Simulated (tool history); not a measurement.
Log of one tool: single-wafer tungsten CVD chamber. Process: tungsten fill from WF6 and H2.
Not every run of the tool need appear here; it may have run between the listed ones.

| run | hour | heater temperature setpoint (deg C) | chamber pressure (mTorr) | deposition time (s) | mean film thickness on the monitor wafer (angstrom) |
|---|---|---|---|---|---|
| 1 | 0.0 | 385 | 50200 | 19.8 | 488.98 |
| 2 | 8.4 | 390 | 50400 | 19.8 | 552.92 |
| 3 | 10.8 | 393 | 50500 | 19.8 | 592.57 |
| 4 | 17.2 | 395 | 50600 | 19.8 | 618.92 |
| 5 | 19.0 | 395 | 47300 | 19.8 | 598.49 |
| 6 | 27.5 | 395 | 53200 | 19.8 | 630.07 |
| 7 | 34.6 | 396 | 53200 | 19.8 | 647.60 |
| 8 | 41.3 | 397 | 53200 | 19.8 | 664.64 |
|  | 49.1 | thermocouple changed; heater temperature recalibrated |
| 9 | 49.1 | 398 | 53200 | 19.8 | 750.26 |
| 10 | 55.5 | 397 | 53200 | 19.8 | 730.21 |

Run 11 has not been measured yet. What should we expect?
| 11 | 63.3 | 396 | 53200 | 19.8 | ? |

Logged for run 11: mean film thickness on the monitor wafer (angstrom) 713.71.
